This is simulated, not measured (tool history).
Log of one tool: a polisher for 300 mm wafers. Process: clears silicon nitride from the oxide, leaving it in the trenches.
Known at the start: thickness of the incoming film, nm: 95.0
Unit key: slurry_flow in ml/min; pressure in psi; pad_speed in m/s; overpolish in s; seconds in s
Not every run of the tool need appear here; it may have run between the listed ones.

run  hour  slurry_flow  pressure  pad_speed  overpolish  seconds
  1     0          220       2.2       0.88          20   195.61
  2   1.6          220       2.2       0.76          20   226.67
  3   3.2          220       2.3       0.76          20   214.96
  4   6.3          220       1.7       0.76          20   290.86
  5  14.9          270       1.7       0.76          20   287.15
  6    20          315       1.7       0.76          20   278.14
  7  23.5          315       1.9       0.76          20   250.59

Run 8 is up next; what results do you expect?
  8  28.3          315         2       0.76          20        ?

{"run 8": {"seconds": 240.07}}
